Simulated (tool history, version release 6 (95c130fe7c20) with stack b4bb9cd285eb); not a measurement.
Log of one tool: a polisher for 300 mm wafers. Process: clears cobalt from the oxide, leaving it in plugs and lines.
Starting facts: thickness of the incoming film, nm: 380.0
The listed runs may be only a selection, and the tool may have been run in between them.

| run | hour | flow of slurry (ml/min) | pressure of the wafer on the pad (kPa) | speed of the pad under the wafer (cm/s) | overpolish time after the end point (s) | time until the end point was called (s) | dishing of a wide line in a test structure (Å) |
|---|---|---|---|---|---|---|---|
| 1 | 0.0 | 180 | 13.8 | 106 | 28 | 63.876 | 506.82 |
| 2 | 0.8 | 180 | 13.8 | 106 | 17 | 65.202 | 444.74 |
| 3 | 3.5 | 140 | 13.8 | 106 | 17 | 69.027 | 441.02 |
| 4 | 7.9 | 140 | 16.5 | 106 | 17 | 58.234 | 465.31 |
| 5 | 13.3 | 145 | 17.2 | 112 | 15 | 51.585 | 465.69 |
| 6 | 17.5 | 150 | 17.9 | 116 | 14 | 47.924 | 461.39 |
| 7 | 23.1 | 150 | 17.9 | 116 | 14 | 47.661 | 469.78 |
| 8 | 26.2 | 150 | 17.9 | 120 | 13 | 47.123 | 461.21 |
| 9 | 33.4 | 155 | 18.6 | 122 | 12 | 43.337 | 462.41 |

What will run 10 give?
| 10 | 38.4 | 155 | 18.6 | 122 | 12 | ? | ? |

{"run 10": {"time until the end point was called (s)": 43.25, "dishing of a wide line in a test structure (Å)": 460.58}}

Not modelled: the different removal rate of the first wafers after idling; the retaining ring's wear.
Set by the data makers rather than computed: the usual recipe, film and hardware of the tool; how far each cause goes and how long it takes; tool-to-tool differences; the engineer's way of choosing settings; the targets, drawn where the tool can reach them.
